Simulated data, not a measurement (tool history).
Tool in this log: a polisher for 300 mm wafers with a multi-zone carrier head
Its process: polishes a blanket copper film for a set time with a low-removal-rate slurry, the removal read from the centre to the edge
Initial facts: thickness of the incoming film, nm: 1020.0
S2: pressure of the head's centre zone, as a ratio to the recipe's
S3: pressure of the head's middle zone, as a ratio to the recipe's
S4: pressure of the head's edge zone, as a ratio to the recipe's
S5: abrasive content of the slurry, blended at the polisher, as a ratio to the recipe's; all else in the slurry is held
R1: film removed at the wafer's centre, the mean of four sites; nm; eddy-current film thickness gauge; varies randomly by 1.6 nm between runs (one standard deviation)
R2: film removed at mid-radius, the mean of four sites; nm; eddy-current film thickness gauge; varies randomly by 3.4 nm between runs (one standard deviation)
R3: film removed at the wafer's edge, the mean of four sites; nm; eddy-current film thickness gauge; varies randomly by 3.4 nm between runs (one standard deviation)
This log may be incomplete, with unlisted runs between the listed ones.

run 1 hour=0 | flow_of_slurry_(ml/min)=170 S2=1 S3=1 S4=1 S5=1 polishing_time_(s)=58 | R1=211.08 R2=204.32 R3=210.34
run 2 hour=1.1 | flow_of_slurry_(ml/min)=175 S2=0.98 S3=1.03 S4=1.03 S5=1.1 polishing_time_(s)=60 | R1=216.03 R2=221.83 R3=221.47
run 3 hour=3.1 | flow_of_slurry_(ml/min)=175 S2=0.96 S3=1.04 S4=1.05 S5=1.15 polishing_time_(s)=63 | R1=222.37 R2=238.2 R3=237.79
run 4 hour=3.9 | flow_of_slurry_(ml/min)=175 S2=0.96 S3=1.04 S4=1.11 S5=1.15 polishing_time_(s)=63 | R1=222.95 R2=234.98 R3=243.88
run 5 hour=12.9 | flow_of_slurry_(ml/min)=175 S2=0.96 S3=1.09 S4=1.11 S5=1.15 polishing_time_(s)=63 | R1=221.93 R2=244.05 R3=243.11
run 6 hour=18.5 | flow_of_slurry_(ml/min)=175 S2=0.96 S3=1.17 S4=1.11 S5=1.15 polishing_time_(s)=63 | R1=221.18 R2=262.44 R3=243.38
run 7 hour=26.8 | flow_of_slurry_(ml/min)=175 S2=0.96 S3=1.17 S4=1.11 S5=1.15 polishing_time_(s)=63 | R1=222.6 R2=265.39 R3=244.84
run 8 hour=29.8 | flow_of_slurry_(ml/min)=180 S2=0.95 S3=1.17 S4=1.12 S5=1.2 polishing_time_(s)=64 | R1=228.6 R2=270.34 R3=253
run 9 hour=33.7 | flow_of_slurry_(ml/min)=185 S2=0.94 S3=1.17 S4=1.13 S5=1.25 polishing_time_(s)=65 | R1=227.43 R2=278.66 R3=255.43
run 10 hour=34.8 | flow_of_slurry_(ml/min)=175 S2=0.94 S3=1.17 S4=1.14 S5=1.3 polishing_time_(s)=67 | R1=236.08 R2=288.29 R3=272.07
run 11 hour=39.9 | flow_of_slurry_(ml/min)=175 S2=0.94 S3=1.17 S4=1.15 S5=1.35 polishing_time_(s)=68 | R1=242.96 R2=286.68 R3=269.3
run 12 hour=45.6 | flow_of_slurry_(ml/min)=180 S2=0.93 S3=1.17 S4=1.16 S5=1.35 polishing_time_(s)=69 | R1=244.51 R2=293.6 R3=278.31
run 13 hour=46.5 | flow_of_slurry_(ml/min)=180 S2=0.92 S3=1.17 S4=1.17 S5=1.35 polishing_time_(s)=70 | R1=244.58 R2=304.5 R3=286.36
run 14 hour=47.2 | flow_of_slurry_(ml/min)=180 S2=0.92 S3=1.16 S4=1.17 S5=1.35 polishing_time_(s)=71 | R1=251.33 R2=303.88 R3=291.87
run 15 hour=55.5 | flow_of_slurry_(ml/min)=180 S2=0.91 S3=1.16 S4=1.17 S5=1.35 polishing_time_(s)=71 | R1=246.68 R2=302.82 R3=286.71
run 16 hour=59.8 | flow_of_slurry_(ml/min)=180 S2=0.9 S3=1.16 S4=1.17 S5=1.4 polishing_time_(s)=72 | R1=249.89 R2=303.37 R3=290.36

The next listed run, before its measurement:
run 17 hour=67.6 | flow_of_slurry_(ml/min)=180 S2=0.9 S3=1.16 S4=1.17 S5=1.4 polishing_time_(s)=73 | R1=? R2=? R3=?

{"run 17": {"R1": 251.36, "R2": 312.48, "R3": 293}}

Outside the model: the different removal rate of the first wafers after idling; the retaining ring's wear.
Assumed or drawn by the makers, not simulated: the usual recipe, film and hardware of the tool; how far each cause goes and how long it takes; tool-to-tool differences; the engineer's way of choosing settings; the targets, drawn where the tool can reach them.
